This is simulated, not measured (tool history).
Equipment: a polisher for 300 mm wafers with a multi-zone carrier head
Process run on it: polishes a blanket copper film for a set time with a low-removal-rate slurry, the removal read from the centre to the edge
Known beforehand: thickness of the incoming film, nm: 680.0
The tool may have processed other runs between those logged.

| run | hour | flow of slurry (ml/min) | pressure of the head's centre zone | pressure of the head's middle zone | pressure of the head's edge zone | abrasive content of the slurry | polishing time (s) | film removed at the wafer's centre (angstrom) | film removed at mid-radius (angstrom) | film removed at the wafer's edge (angstrom) |
|---|---|---|---|---|---|---|---|---|---|---|
| 1 | 0.0 | 260 | 1.00 | 1.00 | 1.00 | 1.00 | 59 | 2141.5 | 2179.9 | 2123.0 |
| 2 | 1.7 | 260 | 1.00 | 1.00 | 1.00 | 0.85 | 59 | 2035.6 | 2067.3 | 2045.9 |
| 3 | 9.7 | 260 | 1.00 | 1.00 | 1.00 | 0.85 | 67 | 2332.7 | 2383.3 | 2354.3 |
| 4 | 10.5 | 260 | 1.00 | 1.00 | 1.00 | 1.00 | 67 | 2475.7 | 2458.5 | 2388.8 |
| 5 | 13.1 | 260 | 1.00 | 1.00 | 1.00 | 1.00 | 56 | 2022.3 | 2029.1 | 2007.0 |
| 6 | 19.5 | 260 | 0.98 | 0.98 | 1.03 | 1.05 | 59 | 2143.3 | 2153.0 | 2169.0 |
| 7 | 27.7 | 260 | 0.96 | 0.96 | 1.05 | 1.10 | 61 | 2190.7 | 2233.7 | 2325.8 |
| 8 | 29.9 | 260 | 0.95 | 0.95 | 1.07 | 1.15 | 63 | 2312.0 | 2329.7 | 2434.2 |

Estimate the outcome of run 9 from the log above:
| 9 | 34.4 | 260 | 0.94 | 0.94 | 1.09 | 1.20 | 64 | ? | ? | ? |

film removed at the wafer's centre (angstrom): 2267.9
film removed at mid-radius (angstrom): 2361.7
film removed at the wafer's edge (angstrom): 2526.4
